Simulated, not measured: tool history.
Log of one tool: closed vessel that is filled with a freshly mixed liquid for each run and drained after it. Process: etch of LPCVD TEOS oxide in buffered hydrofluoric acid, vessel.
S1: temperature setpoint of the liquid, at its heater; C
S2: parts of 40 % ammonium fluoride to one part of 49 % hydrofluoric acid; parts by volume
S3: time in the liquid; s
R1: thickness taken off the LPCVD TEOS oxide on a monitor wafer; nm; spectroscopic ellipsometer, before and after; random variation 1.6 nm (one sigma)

| run | hour | S1 | S2 | S3 | R1 |
|---|---|---|---|---|---|
| 1 | 0.0 | 22.0 | 13.0 | 90 | 145.84 |
| 2 | 4.8 | 22.0 | 13.0 | 90 | 144.76 |
| 3 | 8.4 | 23.0 | 12.5 | 90 | 160.18 |
| 4 | 16.5 | 24.5 | 12.5 | 90 | 173.64 |
| 5 | 25.5 | 22.5 | 12.5 | 90 | 154.42 |
| 6 | 30.2 | 26.0 | 12.5 | 90 | 187.81 |
| 7 | 34.2 | 26.5 | 12.0 | 90 | 203.95 |
| 8 | 39.4 | 27.0 | 12.0 | 90 | 207.96 |
| 9 | 42.1 | 27.5 | 11.5 | 90 | 222.60 |
| 10 | 43.2 | 28.0 | 11.5 | 90 | 228.94 |

Forecast run 11:
| 11 | 50.8 | 28.5 | 11.5 | 90 | ? |

R1: 233.96 nm

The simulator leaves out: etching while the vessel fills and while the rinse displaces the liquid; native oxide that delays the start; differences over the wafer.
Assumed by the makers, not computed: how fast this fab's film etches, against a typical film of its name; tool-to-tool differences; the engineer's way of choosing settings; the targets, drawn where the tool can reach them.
